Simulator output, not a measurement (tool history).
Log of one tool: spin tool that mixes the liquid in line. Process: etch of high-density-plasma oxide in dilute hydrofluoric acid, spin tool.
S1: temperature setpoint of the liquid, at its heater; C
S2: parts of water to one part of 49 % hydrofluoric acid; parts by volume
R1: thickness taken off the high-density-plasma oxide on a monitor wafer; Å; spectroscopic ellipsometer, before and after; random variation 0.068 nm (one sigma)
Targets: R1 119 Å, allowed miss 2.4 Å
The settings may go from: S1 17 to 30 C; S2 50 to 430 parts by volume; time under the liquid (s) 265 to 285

Run 1, hour 0: S1 22 C, S2 240 parts by volume, time under the liquid (s) 265. Result: R1 52.341 Å.
Run 2, hour 3.5: S1 22 C, S2 280 parts by volume, time under the liquid (s) 265. Result: R1 43.25 Å.
Run 3, hour 5.5: S1 24 C, S2 240 parts by volume, time under the liquid (s) 265. Result: R1 56.758 Å.
Run 4, hour 6.1: S1 24 C, S2 240 parts by volume, time under the liquid (s) 285. Result: R1 60.515 Å.
Run 5, hour 9.4: S1 24 C, S2 325 parts by volume, time under the liquid (s) 285. Result: R1 41.354 Å.
Run 6, hour 11.8: S1 25.5 C, S2 275 parts by volume, time under the liquid (s) 285. Result: R1 54.398 Å.
Run 7, hour 17.7: S1 26.5 C, S2 235 parts by volume, time under the liquid (s) 285. Result: R1 68.502 Å.
Run 8, hour 21.6: S1 30 C, S2 140 parts by volume, time under the liquid (s) 285. Result: R1 144.74 Å.
Run 9, hour 29.7: S1 29 C, S2 140 parts by volume, time under the liquid (s) 285. Result: R1 141.62 Å.
Run 10, hour 34.7: S1 28 C, S2 140 parts by volume, time under the liquid (s) 285. Result: R1 134.34 Å.
Run 11, hour 35.5: S1 27 C, S2 140 parts by volume, time under the liquid (s) 285. Result: R1 129.9 Å.
Run 12, hour 42.1: S1 26.5 C, S2 140 parts by volume, time under the liquid (s) 285. Result: R1 129.82 Å.

Which of these 5 next moves meets every target?
Run A, hour 48.7: S1 26.5 C, S2 130 parts by volume, time under the liquid (s) 285. Result: R1 ?.
Run B, hour 48.7: S1 26 C, S2 120 parts by volume, time under the liquid (s) 285. Result: R1 ?.
Run C, hour 48.7: S1 26.5 C, S2 145 parts by volume, time under the liquid (s) 275. Result: R1 ?.
Run D, hour 48.7: S1 23.5 C, S2 135 parts by volume, time under the liquid (s) 270. Result: R1 ?.
Run E, hour 48.7: S1 29 C, S2 170 parts by volume, time under the liquid (s) 285. Result: R1 ?.

move      R1
   A  139.71
   B  150.36
   C  118.65
   D  112.94
   E  111.44
A: further off than the last run
B: further off than the last run
C: meets every target
D: takes the result that was furthest off past its target
E: takes the result that was furthest off past its target
Answer: C
